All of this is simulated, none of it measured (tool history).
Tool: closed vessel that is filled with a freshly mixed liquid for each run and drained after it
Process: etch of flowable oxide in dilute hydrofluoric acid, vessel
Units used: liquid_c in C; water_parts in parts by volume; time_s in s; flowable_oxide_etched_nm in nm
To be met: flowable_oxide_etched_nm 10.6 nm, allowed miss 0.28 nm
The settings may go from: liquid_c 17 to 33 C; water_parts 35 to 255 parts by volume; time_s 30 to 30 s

run 1 hour=0 | liquid_c=25 water_parts=145 time_s=30 | flowable_oxide_etched_nm=7.9777
run 2 hour=3.8 | liquid_c=25 water_parts=145 time_s=30 | flowable_oxide_etched_nm=8.2176
run 3 hour=6.5 | liquid_c=26 water_parts=145 time_s=30 | flowable_oxide_etched_nm=8.3404
run 4 hour=10.5 | liquid_c=27 water_parts=145 time_s=30 | flowable_oxide_etched_nm=8.7648
run 5 hour=12.8 | liquid_c=27.5 water_parts=145 time_s=30 | flowable_oxide_etched_nm=8.9412
run 6 hour=21.6 | liquid_c=28 water_parts=145 time_s=30 | flowable_oxide_etched_nm=9.1073
run 7 hour=24.1 | liquid_c=28 water_parts=145 time_s=30 | flowable_oxide_etched_nm=9.0306
run 8 hour=33.2 | liquid_c=28.5 water_parts=145 time_s=30 | flowable_oxide_etched_nm=9.2983

Next run, 5 choices. One meets every target within its allowed miss, the rest don't. Which?
run A hour=42.3 | liquid_c=28.5 water_parts=130 time_s=30 | flowable_oxide_etched_nm=?
run B hour=42.3 | liquid_c=29.5 water_parts=140 time_s=30 | flowable_oxide_etched_nm=?
run C hour=42.3 | liquid_c=30 water_parts=140 time_s=30 | flowable_oxide_etched_nm=?
run D hour=42.3 | liquid_c=27 water_parts=150 time_s=30 | flowable_oxide_etched_nm=?
run E hour=42.3 | liquid_c=30 water_parts=130 time_s=30 | flowable_oxide_etched_nm=?

move=A flowable_oxide_etched_nm=10.531
move=B flowable_oxide_etched_nm=10.001
move=C flowable_oxide_etched_nm=10.182
move=D flowable_oxide_etched_nm=8.4079
move=E flowable_oxide_etched_nm=11.124
A: meets every target
B: better than the last run, though not everything is in spec
C: better than the last run, though not everything is in spec
D: the biggest miss grows against the last run
E: moves the result that the last run missed by most past its target, out the other side
Go with A: it meets all targets.
